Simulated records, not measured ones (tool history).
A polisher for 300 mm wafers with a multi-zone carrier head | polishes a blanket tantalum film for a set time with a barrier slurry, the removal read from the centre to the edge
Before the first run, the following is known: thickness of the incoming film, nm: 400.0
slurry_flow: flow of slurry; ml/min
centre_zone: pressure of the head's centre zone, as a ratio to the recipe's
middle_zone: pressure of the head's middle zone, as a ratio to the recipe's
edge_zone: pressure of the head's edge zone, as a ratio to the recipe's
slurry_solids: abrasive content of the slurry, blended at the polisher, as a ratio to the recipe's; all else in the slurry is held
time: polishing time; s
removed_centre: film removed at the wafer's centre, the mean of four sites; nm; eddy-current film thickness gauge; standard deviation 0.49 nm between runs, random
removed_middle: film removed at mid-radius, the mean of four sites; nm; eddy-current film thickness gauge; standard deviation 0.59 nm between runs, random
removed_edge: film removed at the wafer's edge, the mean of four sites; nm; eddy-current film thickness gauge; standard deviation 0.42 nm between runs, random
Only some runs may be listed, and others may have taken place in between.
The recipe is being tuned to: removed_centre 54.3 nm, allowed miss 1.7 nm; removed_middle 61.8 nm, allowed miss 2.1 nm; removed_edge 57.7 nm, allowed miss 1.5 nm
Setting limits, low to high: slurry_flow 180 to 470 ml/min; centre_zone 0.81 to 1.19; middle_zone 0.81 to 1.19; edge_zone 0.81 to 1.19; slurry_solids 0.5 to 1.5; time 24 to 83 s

run 1 hour=0 | slurry_flow=300 centre_zone=1 middle_zone=1 edge_zone=1 slurry_solids=1 time=53 | removed_centre=35.712 removed_middle=36.693 removed_edge=35.61
run 2 hour=1.4 | slurry_flow=300 centre_zone=1 middle_zone=1.05 edge_zone=1 slurry_solids=1 time=53 | removed_centre=35.696 removed_middle=37.365 removed_edge=36.102
run 3 hour=2.8 | slurry_flow=305 centre_zone=1 middle_zone=1.07 edge_zone=1 slurry_solids=1.05 time=55 | removed_centre=37.301 removed_middle=40.75 removed_edge=37.968
run 4 hour=6.7 | slurry_flow=305 centre_zone=1.01 middle_zone=1.08 edge_zone=1.02 slurry_solids=1.1 time=56 | removed_centre=38.435 removed_middle=41.479 removed_edge=39.31
run 5 hour=9.6 | slurry_flow=305 centre_zone=1.01 middle_zone=1.08 edge_zone=1.02 slurry_solids=1.1 time=49 | removed_centre=34.148 removed_middle=37.274 removed_edge=34.206
run 6 hour=15.6 | slurry_flow=305 centre_zone=1.01 middle_zone=1.08 edge_zone=1.02 slurry_solids=1.2 time=49 | removed_centre=34.245 removed_middle=36.673 removed_edge=34.784
run 7 hour=20 | slurry_flow=315 centre_zone=1.01 middle_zone=1.09 edge_zone=1.03 slurry_solids=1.25 time=51 | removed_centre=36.151 removed_middle=39.239 removed_edge=37.168
run 8 hour=21.4 | slurry_flow=325 centre_zone=1.01 middle_zone=1.1 edge_zone=1.04 slurry_solids=1.3 time=53 | removed_centre=38.012 removed_middle=41.027 removed_edge=38.533
run 9 hour=28.4 | slurry_flow=320 centre_zone=1.01 middle_zone=1.11 edge_zone=1.04 slurry_solids=1.3 time=55 | removed_centre=39.45 removed_middle=43.557 removed_edge=40.265
run 10 hour=30.6 | slurry_flow=320 centre_zone=1.01 middle_zone=1.11 edge_zone=1.05 slurry_solids=1.3 time=57 | removed_centre=40.969 removed_middle=44.812 removed_edge=42.002
-- hour=39.3 worn pad replaced by a new one
run 11 hour=39.3 | slurry_flow=320 centre_zone=1.01 middle_zone=1.12 edge_zone=1.06 slurry_solids=1.3 time=59 | removed_centre=44.83 removed_middle=50.241 removed_edge=46.15
run 12 hour=45.8 | slurry_flow=320 centre_zone=1.01 middle_zone=1.12 edge_zone=1.07 slurry_solids=1.3 time=59 | removed_centre=44.239 removed_middle=48.744 removed_edge=47.069
run 13 hour=51.9 | slurry_flow=325 centre_zone=1.01 middle_zone=1.13 edge_zone=1.07 slurry_solids=1.3 time=60 | removed_centre=45.704 removed_middle=50.486 removed_edge=47.596
run 14 hour=55.1 | slurry_flow=325 centre_zone=1.01 middle_zone=1.14 edge_zone=1.08 slurry_solids=1.3 time=61 | removed_centre=45.979 removed_middle=51.828 removed_edge=48.361
run 15 hour=61.5 | slurry_flow=325 centre_zone=1.01 middle_zone=1.15 edge_zone=1.09 slurry_solids=1.3 time=62 | removed_centre=46.979 removed_middle=52.455 removed_edge=49.349
run 16 hour=67.7 | slurry_flow=325 centre_zone=1.01 middle_zone=1.15 edge_zone=1.09 slurry_solids=1.3 time=63 | removed_centre=48.328 removed_middle=53.558 removed_edge=49.839

Pick the move, out of 5, that brings all results within their allowed miss; only one does.
run A hour=73.9 | slurry_flow=340 centre_zone=0.92 middle_zone=1.18 edge_zone=1.14 slurry_solids=1.25 time=72 | removed_centre=? removed_middle=? removed_edge=?
run B hour=73.9 | slurry_flow=315 centre_zone=0.98 middle_zone=1.14 edge_zone=1.08 slurry_solids=1.4 time=72 | removed_centre=? removed_middle=? removed_edge=?
run C hour=73.9 | slurry_flow=340 centre_zone=1.15 middle_zone=0.99 edge_zone=1.13 slurry_solids=1.35 time=54 | removed_centre=? removed_middle=? removed_edge=?
run D hour=73.9 | slurry_flow=305 centre_zone=0.88 middle_zone=1.16 edge_zone=1.1 slurry_solids=1.35 time=72 | removed_centre=? removed_middle=? removed_edge=?
run E hour=73.9 | slurry_flow=295 centre_zone=0.9 middle_zone=1.18 edge_zone=1.13 slurry_solids=1.35 time=71 | removed_centre=? removed_middle=? removed_edge=?

move=A removed_centre=51.921 removed_middle=62.585 removed_edge=57.906
move=B removed_centre=55.153 removed_middle=62.237 removed_edge=57.398
move=C removed_centre=46.372 removed_middle=42.634 removed_edge=43.992
move=D removed_centre=50.668 removed_middle=62.354 removed_edge=57.395
move=E removed_centre=50.597 removed_middle=62.001 removed_edge=57.251
A: gets the furthest-off result to its target, but another result is out of tolerance
B: all results in spec
C: misses by more than the last run did
D: gets the furthest-off result to its target, but another result is out of tolerance
E: gets the furthest-off result to its target, but another result is out of tolerance
Go with B: it meets all targets.
